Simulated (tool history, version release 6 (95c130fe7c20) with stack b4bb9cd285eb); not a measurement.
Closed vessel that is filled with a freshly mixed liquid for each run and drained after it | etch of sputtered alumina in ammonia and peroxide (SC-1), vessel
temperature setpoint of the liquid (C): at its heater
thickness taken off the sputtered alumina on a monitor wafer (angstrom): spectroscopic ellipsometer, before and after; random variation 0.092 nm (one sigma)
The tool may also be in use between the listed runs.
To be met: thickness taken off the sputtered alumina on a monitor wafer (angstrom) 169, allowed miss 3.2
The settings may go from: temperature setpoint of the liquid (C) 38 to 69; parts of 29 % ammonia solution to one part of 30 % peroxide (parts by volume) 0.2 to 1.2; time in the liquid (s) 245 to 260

run,day,temperature setpoint of the liquid (C),parts of 29 % ammonia solution to one part of 30 % peroxide (parts by volume),time in the liquid (s),thickness taken off the sputtered alumina on a monitor wafer (angstrom)
1,0,53,0.85,245,188.16
2,0.117,53,0.95,245,189.91
3,0.433,49,0.95,245,152.39
4,0.8,49,0.95,245,152.42
5,1.004,45,0.95,245,122.08
6,1.05,45,1.2,245,124.62
7,1.125,46.5,1.2,245,135.96
8,1.354,47.5,1.2,245,141.85
9,1.417,48.5,1.2,245,152.55
10,1.696,49,1.2,245,155
11,1.871,49.5,1.2,245,158.75
12,1.967,50,1.2,245,164.5
13,2.283,50,1.2,245,163.6

5 next moves are on the table. One of them brings every result within its allowed miss. Which?
A,2.6,49.5,1.2,245,?
B,2.6,50,1.15,260,?
C,2.6,50.5,1.2,260,?
D,2.6,49.5,1.05,250,?
E,2.6,50.5,1.2,245,?

move,thickness taken off the sputtered alumina on a monitor wafer (angstrom)
A,160.46
B,174.33
C,179.9
D,161.67
E,169.53
A: further off than the last run
B: takes the result that was furthest off past its target
C: takes the result that was furthest off past its target
D: further off than the last run
E: meets every target
Move E is the one to make.

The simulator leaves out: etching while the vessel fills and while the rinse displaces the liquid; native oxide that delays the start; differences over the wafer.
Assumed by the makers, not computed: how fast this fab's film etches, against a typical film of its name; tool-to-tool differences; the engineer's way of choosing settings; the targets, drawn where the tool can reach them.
